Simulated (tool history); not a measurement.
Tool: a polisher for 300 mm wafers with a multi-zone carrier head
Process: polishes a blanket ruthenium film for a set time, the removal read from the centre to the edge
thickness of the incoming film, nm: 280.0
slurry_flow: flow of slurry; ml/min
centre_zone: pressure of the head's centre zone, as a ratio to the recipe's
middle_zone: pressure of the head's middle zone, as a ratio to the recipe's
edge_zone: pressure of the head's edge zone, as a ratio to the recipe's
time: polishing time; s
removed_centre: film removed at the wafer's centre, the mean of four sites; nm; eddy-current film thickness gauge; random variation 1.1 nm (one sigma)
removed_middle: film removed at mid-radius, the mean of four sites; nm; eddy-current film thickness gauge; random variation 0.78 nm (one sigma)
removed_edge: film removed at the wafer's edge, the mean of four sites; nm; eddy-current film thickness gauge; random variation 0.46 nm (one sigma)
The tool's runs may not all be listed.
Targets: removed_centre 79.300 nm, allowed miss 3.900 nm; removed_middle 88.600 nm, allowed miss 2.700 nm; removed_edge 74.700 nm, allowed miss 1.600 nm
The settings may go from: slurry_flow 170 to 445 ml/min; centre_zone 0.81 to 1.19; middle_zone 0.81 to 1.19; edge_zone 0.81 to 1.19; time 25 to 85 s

{"run": 1, "hour": 0.0, "slurry_flow": 285, "centre_zone": 1.0, "middle_zone": 1.0, "edge_zone": 1.0, "time": 55, "removed_centre": 74.97, "removed_middle": 75.083, "removed_edge": 72.2}
{"run": 2, "hour": 4.0, "slurry_flow": 285, "centre_zone": 1.0, "middle_zone": 1.07, "edge_zone": 1.0, "time": 55, "removed_centre": 72.33, "removed_middle": 79.093, "removed_edge": 71.817}
{"run": 3, "hour": 8.5, "slurry_flow": 300, "centre_zone": 1.02, "middle_zone": 1.09, "edge_zone": 1.0, "time": 55, "removed_centre": 75.587, "removed_middle": 80.881, "removed_edge": 72.42}
{"run": 4, "hour": 12.6, "slurry_flow": 300, "centre_zone": 1.02, "middle_zone": 1.09, "edge_zone": 0.94, "time": 55, "removed_centre": 73.666, "removed_middle": 81.612, "removed_edge": 71.655}
{"run": 5, "hour": 14.9, "slurry_flow": 300, "centre_zone": 1.02, "middle_zone": 1.09, "edge_zone": 0.94, "time": 62, "removed_centre": 82.703, "removed_middle": 90.798, "removed_edge": 79.714}
{"run": 6, "hour": 15.9, "slurry_flow": 300, "centre_zone": 1.02, "middle_zone": 1.09, "edge_zone": 0.99, "time": 62, "removed_centre": 84.526, "removed_middle": 91.642, "removed_edge": 82.269}
{"run": 7, "hour": 21.9, "slurry_flow": 285, "centre_zone": 1.03, "middle_zone": 1.09, "edge_zone": 0.95, "time": 62, "removed_centre": 84.153, "removed_middle": 91.852, "removed_edge": 81.289}
{"run": 8, "hour": 24.9, "slurry_flow": 290, "centre_zone": 1.03, "middle_zone": 1.09, "edge_zone": 0.92, "time": 61, "removed_centre": 85.186, "removed_middle": 90.763, "removed_edge": 78.389}
{"run": 9, "hour": 26.6, "slurry_flow": 290, "centre_zone": 1.02, "middle_zone": 1.09, "edge_zone": 0.91, "time": 61, "removed_centre": 83.948, "removed_middle": 88.432, "removed_edge": 78.17}

5 next moves are on the table. One of them brings every result within its allowed miss. Which?
{"run": "A", "hour": 28.3, "slurry_flow": 280, "centre_zone": 0.91, "middle_zone": 0.99, "edge_zone": 0.96, "time": 65, "removed_centre": "?", "removed_middle": "?", "removed_edge": "?"}
{"run": "B", "hour": 28.3, "slurry_flow": 280, "centre_zone": 0.95, "middle_zone": 1.03, "edge_zone": 0.89, "time": 62, "removed_centre": "?", "removed_middle": "?", "removed_edge": "?"}
{"run": "C", "hour": 28.3, "slurry_flow": 320, "centre_zone": 1.01, "middle_zone": 1.13, "edge_zone": 0.88, "time": 58, "removed_centre": "?", "removed_middle": "?", "removed_edge": "?"}
{"run": "D", "hour": 28.3, "slurry_flow": 350, "centre_zone": 0.99, "middle_zone": 0.97, "edge_zone": 0.85, "time": 64, "removed_centre": "?", "removed_middle": "?", "removed_edge": "?"}
{"run": "E", "hour": 28.3, "slurry_flow": 420, "centre_zone": 1.19, "middle_zone": 1.08, "edge_zone": 0.81, "time": 60, "removed_centre": "?", "removed_middle": "?", "removed_edge": "?"}

move=A removed_centre=83.807 removed_middle=89.171 removed_edge=85.044
move=B removed_centre=82.269 removed_middle=87.826 removed_edge=79.569
move=C removed_centre=81.487 removed_middle=89.872 removed_edge=74.923
move=D removed_centre=89.413 removed_middle=88.268 removed_edge=82.687
move=E removed_centre=96.857 removed_middle=91.557 removed_edge=77.418
A: further off than the last run
B: further off than the last run
C: meets every target
D: further off than the last run
E: further off than the last run
Answer: C
